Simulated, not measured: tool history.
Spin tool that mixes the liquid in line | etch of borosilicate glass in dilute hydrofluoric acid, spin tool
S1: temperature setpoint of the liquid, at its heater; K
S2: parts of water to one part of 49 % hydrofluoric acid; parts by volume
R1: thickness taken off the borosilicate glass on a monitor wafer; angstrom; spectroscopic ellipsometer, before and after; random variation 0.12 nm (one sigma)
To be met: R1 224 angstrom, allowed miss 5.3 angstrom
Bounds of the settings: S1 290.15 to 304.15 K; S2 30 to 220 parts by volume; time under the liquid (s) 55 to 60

run 1 day=0 | S1=296.15 S2=125 time_under_the_liquid_(s)=55 | R1=162.4
run 2 day=0.188 | S1=298.15 S2=125 time_under_the_liquid_(s)=55 | R1=174.35
run 3 day=0.288 | S1=299.65 S2=125 time_under_the_liquid_(s)=55 | R1=184.37
run 4 day=0.554 | S1=299.65 S2=125 time_under_the_liquid_(s)=55 | R1=184.95
run 5 day=0.846 | S1=299.65 S2=125 time_under_the_liquid_(s)=60 | R1=200.77
run 6 day=1.083 | S1=300.65 S2=125 time_under_the_liquid_(s)=60 | R1=207.52
run 7 day=1.288 | S1=301.15 S2=125 time_under_the_liquid_(s)=60 | R1=212.33
run 8 day=1.412 | S1=301.65 S2=125 time_under_the_liquid_(s)=60 | R1=217.67

4 next moves are on the table. One of them brings every result within its allowed miss. Which?
run A day=1.538 | S1=302.15 S2=115 time_under_the_liquid_(s)=55 | R1=?
run B day=1.538 | S1=301.15 S2=125 time_under_the_liquid_(s)=60 | R1=?
run C day=1.538 | S1=300.65 S2=125 time_under_the_liquid_(s)=60 | R1=?
run D day=1.538 | S1=300.15 S2=120 time_under_the_liquid_(s)=60 | R1=?

move=A R1=224.27
move=B R1=213.95
move=C R1=209.9
move=D R1=215.8
A: meets every target
B: further off than the last run
C: further off than the last run
D: further off than the last run
Move A is the one to make.

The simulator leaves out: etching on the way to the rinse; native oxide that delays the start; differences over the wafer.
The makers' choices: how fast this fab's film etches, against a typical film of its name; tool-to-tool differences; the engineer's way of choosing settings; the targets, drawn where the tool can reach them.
